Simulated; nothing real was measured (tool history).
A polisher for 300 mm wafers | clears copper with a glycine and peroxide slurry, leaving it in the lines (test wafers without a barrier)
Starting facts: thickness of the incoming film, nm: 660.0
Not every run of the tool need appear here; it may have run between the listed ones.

run	hour	flow of slurry (ml/min)	pressure of the wafer on the pad (kPa)	speed of the pad under the wafer (m/s)	overpolish time after the end point (s)	time until the end point was called (s)	dishing of a wide line in a test structure (nm)
1	0	220	14.5	1.22	19	111.43	48.873
2	6.1	175	14.5	1.22	19	115.38	47.992
3	6.9	180	15.2	1.22	19	111.84	49.112
4	12.1	185	15.9	1.22	19	107.1	51.603
5	18.1	190	16.5	1.22	19	104.13	53.646
6	21.4	195	17.2	1.24	19	99.108	54.053

Run 7 is up next; what results do you expect?
7	27	195	17.2	1.24	19	?	?

Run 7 gave time until the end point was called (s) 98.021, dishing of a wide line in a test structure (nm) 54.513.

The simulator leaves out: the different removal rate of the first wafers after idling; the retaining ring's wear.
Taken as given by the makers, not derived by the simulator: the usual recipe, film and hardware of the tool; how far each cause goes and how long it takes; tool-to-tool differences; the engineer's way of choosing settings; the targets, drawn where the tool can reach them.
